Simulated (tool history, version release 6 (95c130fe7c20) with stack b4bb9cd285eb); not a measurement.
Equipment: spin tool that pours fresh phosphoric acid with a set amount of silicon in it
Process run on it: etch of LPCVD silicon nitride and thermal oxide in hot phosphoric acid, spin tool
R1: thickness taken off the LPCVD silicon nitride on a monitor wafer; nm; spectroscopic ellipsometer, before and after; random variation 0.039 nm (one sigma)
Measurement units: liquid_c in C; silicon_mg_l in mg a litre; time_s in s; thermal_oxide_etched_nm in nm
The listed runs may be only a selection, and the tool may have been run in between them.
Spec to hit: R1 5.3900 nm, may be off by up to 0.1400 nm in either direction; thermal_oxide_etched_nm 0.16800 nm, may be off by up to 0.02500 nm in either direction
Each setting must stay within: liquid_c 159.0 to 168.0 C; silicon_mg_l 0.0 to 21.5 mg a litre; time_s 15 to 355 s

run 1 hour=0.0 | liquid_c=164.0 silicon_mg_l=9.5 time_s=180 | R1=18.2580 thermal_oxide_etched_nm=0.55518
run 2 hour=4.5 | liquid_c=164.0 silicon_mg_l=12.5 time_s=180 | R1=18.3190 thermal_oxide_etched_nm=0.53525
run 3 hour=5.7 | liquid_c=163.0 silicon_mg_l=10.5 time_s=155 | R1=15.0690 thermal_oxide_etched_nm=0.45169
run 4 hour=6.5 | liquid_c=165.0 silicon_mg_l=10.5 time_s=155 | R1=16.1180 thermal_oxide_etched_nm=0.52646
run 5 hour=8.9 | liquid_c=166.5 silicon_mg_l=10.5 time_s=155 | R1=17.1890 thermal_oxide_etched_nm=0.56545
run 6 hour=15.8 | liquid_c=168.0 silicon_mg_l=10.5 time_s=155 | R1=17.9400 thermal_oxide_etched_nm=0.62237
run 7 hour=24.6 | liquid_c=166.5 silicon_mg_l=9.5 time_s=130 | R1=14.3800 thermal_oxide_etched_nm=0.52908
run 8 hour=33.5 | liquid_c=165.5 silicon_mg_l=10.5 time_s=110 | R1=11.6600 thermal_oxide_etched_nm=0.37301
run 9 hour=36.7 | liquid_c=164.5 silicon_mg_l=9.5 time_s=95 | R1=9.7871 thermal_oxide_etched_nm=0.30740
run 10 hour=41.1 | liquid_c=164.0 silicon_mg_l=8.0 time_s=85 | R1=8.6320 thermal_oxide_etched_nm=0.27703
run 11 hour=49.0 | liquid_c=163.5 silicon_mg_l=7.0 time_s=80 | R1=7.9606 thermal_oxide_etched_nm=0.25868
run 12 hour=50.6 | liquid_c=163.0 silicon_mg_l=6.0 time_s=80 | R1=7.7450 thermal_oxide_etched_nm=0.26226
run 13 hour=56.7 | liquid_c=162.5 silicon_mg_l=5.5 time_s=75 | R1=7.3098 thermal_oxide_etched_nm=0.20807
run 14 hour=63.2 | liquid_c=162.5 silicon_mg_l=4.5 time_s=70 | R1=6.7038 thermal_oxide_etched_nm=0.21355
run 15 hour=69.5 | liquid_c=162.0 silicon_mg_l=4.0 time_s=70 | R1=6.6440 thermal_oxide_etched_nm=0.22031
run 16 hour=72.0 | liquid_c=162.0 silicon_mg_l=4.0 time_s=70 | R1=6.5191 thermal_oxide_etched_nm=0.21271
run 17 hour=74.2 | liquid_c=159.5 silicon_mg_l=2.0 time_s=45 | R1=3.9647 thermal_oxide_etched_nm=0.11648
run 18 hour=77.5 | liquid_c=160.0 silicon_mg_l=2.5 time_s=45 | R1=3.9944 thermal_oxide_etched_nm=0.12135
run 19 hour=85.9 | liquid_c=160.0 silicon_mg_l=2.5 time_s=45 | R1=3.9765 thermal_oxide_etched_nm=0.12453
run 20 hour=88.2 | liquid_c=160.5 silicon_mg_l=3.0 time_s=45 | R1=4.0494 thermal_oxide_etched_nm=0.12782
run 21 hour=96.5 | liquid_c=161.0 silicon_mg_l=3.5 time_s=45 | R1=4.1310 thermal_oxide_etched_nm=0.12680

Which one of the following 4 next-run settings gets every result inside its allowed miss? There is exactly one.
run A hour=104.8 | liquid_c=159.0 silicon_mg_l=21.5 time_s=65 | R1=? thermal_oxide_etched_nm=?
run B hour=104.8 | liquid_c=160.0 silicon_mg_l=15.5 time_s=60 | R1=? thermal_oxide_etched_nm=?
run C hour=104.8 | liquid_c=160.5 silicon_mg_l=2.0 time_s=60 | R1=? thermal_oxide_etched_nm=?
run D hour=104.8 | liquid_c=162.0 silicon_mg_l=4.5 time_s=60 | R1=? thermal_oxide_etched_nm=?

move=A R1=5.5574 thermal_oxide_etched_nm=0.11040
move=B R1=5.3056 thermal_oxide_etched_nm=0.12943
move=C R1=5.3953 thermal_oxide_etched_nm=0.18021
move=D R1=5.6725 thermal_oxide_etched_nm=0.19177
A: carries the result that was furthest off beyond its target, to the other side
B: gets the furthest-off result to its target, but another result is out of tolerance
C: all results land within tolerance of their targets
D: carries the result that was furthest off beyond its target, to the other side
The move that meets every target is C.
